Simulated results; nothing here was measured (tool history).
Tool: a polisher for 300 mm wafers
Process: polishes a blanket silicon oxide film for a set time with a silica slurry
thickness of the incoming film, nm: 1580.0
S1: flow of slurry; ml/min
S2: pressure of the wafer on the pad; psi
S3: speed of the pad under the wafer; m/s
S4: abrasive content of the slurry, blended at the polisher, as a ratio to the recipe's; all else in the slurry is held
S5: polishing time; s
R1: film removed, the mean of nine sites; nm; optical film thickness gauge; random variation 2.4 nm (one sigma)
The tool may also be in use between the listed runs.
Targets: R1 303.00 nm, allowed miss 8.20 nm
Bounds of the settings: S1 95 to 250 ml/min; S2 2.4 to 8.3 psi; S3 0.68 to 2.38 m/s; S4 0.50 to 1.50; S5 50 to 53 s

run  hour   S1   S2    S3    S4  S5      R1
  1   0.0  160  5.3  1.52  1.00  50  252.95
  2   8.0  165  5.4  1.52  1.00  50  257.43
  3  15.4  165  5.5  1.52  1.00  50  262.38
  4  22.7  165  5.5  1.52  0.95  50  256.55
  5  26.4  150  5.5  1.52  0.95  50  257.25
  6  27.8  150  4.5  1.52  0.95  50  209.73
  7  34.3  150  4.7  1.52  0.95  50  219.74
  8  40.1  150  4.9  1.52  0.95  50  231.35
  9  43.9  150  5.0  1.52  0.95  50  234.63
 10  52.2  150  5.1  1.52  0.95  50  238.06
 11  60.2  150  5.2  1.52  0.95  50  240.20
 12  66.3  150  5.3  1.52  0.95  50  246.44

Which of these 5 next moves meets every target?
  A  72.4  160  5.3  1.72  0.95  50   ?
  B  72.4  150  6.1  1.80  1.00  53   ?
  C  72.4  115  6.0  1.66  0.95  53   ?
  D  72.4  130  7.3  1.20  0.80  53   ?
  E  72.4  165  6.2  1.72  0.90  53   ?

move      R1
   A  271.38
   B  344.36
   C  297.09
   D  268.08
   E  330.51
A: nearer than the last run, and not there yet
B: takes the result that was furthest off past its target
C: meets every target
D: nearer than the last run, and not there yet
E: takes the result that was furthest off past its target
The right move is C.
